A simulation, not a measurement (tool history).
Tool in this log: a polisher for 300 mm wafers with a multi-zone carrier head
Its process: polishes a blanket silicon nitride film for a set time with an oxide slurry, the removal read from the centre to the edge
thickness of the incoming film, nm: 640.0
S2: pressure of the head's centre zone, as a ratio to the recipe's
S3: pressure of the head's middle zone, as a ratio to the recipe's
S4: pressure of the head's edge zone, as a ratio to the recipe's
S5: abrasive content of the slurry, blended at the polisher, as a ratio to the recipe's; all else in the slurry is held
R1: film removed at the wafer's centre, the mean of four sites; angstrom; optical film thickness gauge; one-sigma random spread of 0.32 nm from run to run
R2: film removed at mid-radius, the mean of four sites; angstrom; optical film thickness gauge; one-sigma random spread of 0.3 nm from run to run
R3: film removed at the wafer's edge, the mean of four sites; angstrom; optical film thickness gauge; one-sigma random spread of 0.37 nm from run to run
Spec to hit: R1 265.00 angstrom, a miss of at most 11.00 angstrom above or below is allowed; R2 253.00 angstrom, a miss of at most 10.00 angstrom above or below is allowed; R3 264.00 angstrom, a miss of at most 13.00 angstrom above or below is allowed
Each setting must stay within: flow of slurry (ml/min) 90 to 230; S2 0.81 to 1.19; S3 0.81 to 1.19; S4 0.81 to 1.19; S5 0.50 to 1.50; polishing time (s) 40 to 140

{"run": 1, "hour": 0.0, "flow of slurry (ml/min)": 150, "S2": 1.0, "S3": 1.0, "S4": 1.0, "S5": 1.0, "polishing time (s)": 90, "R1": 354.28, "R2": 364.0, "R3": 342.34}
{"run": 2, "hour": 6.4, "flow of slurry (ml/min)": 150, "S2": 1.0, "S3": 1.0, "S4": 0.91, "S5": 1.0, "polishing time (s)": 90, "R1": 359.08, "R2": 363.24, "R3": 333.94}
{"run": 3, "hour": 7.6, "flow of slurry (ml/min)": 150, "S2": 1.0, "S3": 1.0, "S4": 0.91, "S5": 0.9, "polishing time (s)": 90, "R1": 353.04, "R2": 352.1, "R3": 328.6}
{"run": 4, "hour": 11.5, "flow of slurry (ml/min)": 145, "S2": 0.98, "S3": 0.98, "S4": 0.91, "S5": 0.8, "polishing time (s)": 87, "R1": 318.15, "R2": 312.98, "R3": 301.67}
{"run": 5, "hour": 15.6, "flow of slurry (ml/min)": 145, "S2": 0.98, "S3": 0.98, "S4": 0.85, "S5": 0.8, "polishing time (s)": 87, "R1": 307.18, "R2": 320.34, "R3": 284.28}
{"run": 6, "hour": 17.2, "flow of slurry (ml/min)": 135, "S2": 0.97, "S3": 0.93, "S4": 0.86, "S5": 0.75, "polishing time (s)": 87, "R1": 301.24, "R2": 296.1, "R3": 275.08}
{"run": 7, "hour": 22.1, "flow of slurry (ml/min)": 130, "S2": 0.95, "S3": 0.9, "S4": 0.88, "S5": 0.7, "polishing time (s)": 87, "R1": 286.69, "R2": 280.73, "R3": 275.31}
{"run": 8, "hour": 26.1, "flow of slurry (ml/min)": 125, "S2": 0.94, "S3": 0.88, "S4": 0.88, "S5": 0.7, "polishing time (s)": 87, "R1": 288.77, "R2": 271.22, "R3": 281.18}
{"run": 9, "hour": 34.3, "flow of slurry (ml/min)": 120, "S2": 0.93, "S3": 0.87, "S4": 0.87, "S5": 0.7, "polishing time (s)": 87, "R1": 277.61, "R2": 265.76, "R3": 270.64}

4 candidate next runs follow, results not yet known. Just one meets every target within its allowed miss. Identify it.
{"run": "A", "hour": 42.5, "flow of slurry (ml/min)": 125, "S2": 0.9, "S3": 0.9, "S4": 0.89, "S5": 0.5, "polishing time (s)": 83, "R1": "?", "R2": "?", "R3": "?"}
{"run": "B", "hour": 42.5, "flow of slurry (ml/min)": 90, "S2": 0.9, "S3": 0.87, "S4": 0.85, "S5": 0.75, "polishing time (s)": 98, "R1": "?", "R2": "?", "R3": "?"}
{"run": "C", "hour": 42.5, "flow of slurry (ml/min)": 120, "S2": 1.06, "S3": 0.89, "S4": 0.81, "S5": 0.8, "polishing time (s)": 73, "R1": "?", "R2": "?", "R3": "?"}
{"run": "D", "hour": 42.5, "flow of slurry (ml/min)": 120, "S2": 0.98, "S3": 0.9, "S4": 0.92, "S5": 0.9, "polishing time (s)": 75, "R1": "?", "R2": "?", "R3": "?"}

move=A R1=232.33 R2=233.83 R3=231.79
move=B R1=283.59 R2=281.25 R3=288.96
move=C R1=258.89 R2=236.22 R3=227.38
move=D R1=264.91 R2=254.91 R3=257.37
A: takes the biggest miss from the last run beyond its target
B: its largest miss is bigger than the last run's
C: takes the biggest miss from the last run beyond its target
D: in spec on every target
D meets every target.

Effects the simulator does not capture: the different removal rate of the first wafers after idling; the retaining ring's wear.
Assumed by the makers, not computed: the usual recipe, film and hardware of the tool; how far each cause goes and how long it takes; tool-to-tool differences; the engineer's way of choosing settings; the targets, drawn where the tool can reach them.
